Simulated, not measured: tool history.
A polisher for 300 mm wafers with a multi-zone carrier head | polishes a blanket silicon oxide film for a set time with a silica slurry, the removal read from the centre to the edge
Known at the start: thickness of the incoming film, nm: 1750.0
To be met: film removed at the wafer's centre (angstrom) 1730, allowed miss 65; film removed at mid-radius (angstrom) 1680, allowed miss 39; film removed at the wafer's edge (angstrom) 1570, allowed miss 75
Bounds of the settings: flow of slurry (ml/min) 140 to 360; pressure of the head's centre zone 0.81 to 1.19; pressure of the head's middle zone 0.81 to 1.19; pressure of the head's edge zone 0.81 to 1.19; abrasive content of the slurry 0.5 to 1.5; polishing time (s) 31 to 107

| run | hour | flow of slurry (ml/min) | pressure of the head's centre zone | pressure of the head's middle zone | pressure of the head's edge zone | abrasive content of the slurry | polishing time (s) | film removed at the wafer's centre (angstrom) | film removed at mid-radius (angstrom) | film removed at the wafer's edge (angstrom) |
|---|---|---|---|---|---|---|---|---|---|---|
| 1 | 0 | 230 | 1 | 1 | 1 | 1 | 69 | 2641.5 | 2617.9 | 2654.8 |
| 2 | 7.9 | 230 | 1 | 1 | 0.96 | 0.9 | 66 | 2504.4 | 2422.6 | 2408 |
| 3 | 14.5 | 250 | 1 | 1 | 0.96 | 0.9 | 66 | 2470.9 | 2434.4 | 2396.5 |
| 4 | 17.3 | 250 | 1 | 1.08 | 0.96 | 0.9 | 66 | 2434.4 | 2573.4 | 2328.8 |
| 5 | 24.1 | 250 | 0.97 | 1.08 | 0.96 | 0.9 | 66 | 2414.8 | 2606.7 | 2332.3 |
| 6 | 30.7 | 250 | 0.97 | 1.06 | 0.94 | 0.8 | 63 | 2192.2 | 2294.1 | 2143.8 |
| 7 | 38.5 | 260 | 0.98 | 1.06 | 0.92 | 0.75 | 61 | 2050 | 2177.5 | 1942 |
| 8 | 39.4 | 265 | 0.98 | 1.04 | 0.91 | 0.7 | 60 | 1998.1 | 2015.6 | 1881.9 |

5 next moves are on the table. One of them brings every result within its allowed miss. Which?
| A | 40.3 | 295 | 1.04 | 1.01 | 0.86 | 0.55 | 55 | ? | ? | ? |
| B | 40.3 | 240 | 0.92 | 1.11 | 0.81 | 0.8 | 57 | ? | ? | ? |
| C | 40.3 | 265 | 1.02 | 1.03 | 0.99 | 0.7 | 67 | ? | ? | ? |
| D | 40.3 | 195 | 0.85 | 0.82 | 1.11 | 0.8 | 67 | ? | ? | ? |
| E | 40.3 | 240 | 1.02 | 1.01 | 0.86 | 0.7 | 52 | ? | ? | ? |

| move | film removed at the wafer's centre (angstrom) | film removed at mid-radius (angstrom) | film removed at the wafer's edge (angstrom) |
|---|---|---|---|
| A | 1664.1 | 1601.4 | 1487 |
| B | 1819.2 | 2152.2 | 1802.9 |
| C | 2244.4 | 2241.7 | 2190.8 |
| D | 1903 | 1902.4 | 2409.2 |
| E | 1717.9 | 1690.3 | 1578.5 |
A: takes the result that was furthest off past its target
B: further off than the last run
C: further off than the last run
D: further off than the last run
E: meets every target
Answer: E

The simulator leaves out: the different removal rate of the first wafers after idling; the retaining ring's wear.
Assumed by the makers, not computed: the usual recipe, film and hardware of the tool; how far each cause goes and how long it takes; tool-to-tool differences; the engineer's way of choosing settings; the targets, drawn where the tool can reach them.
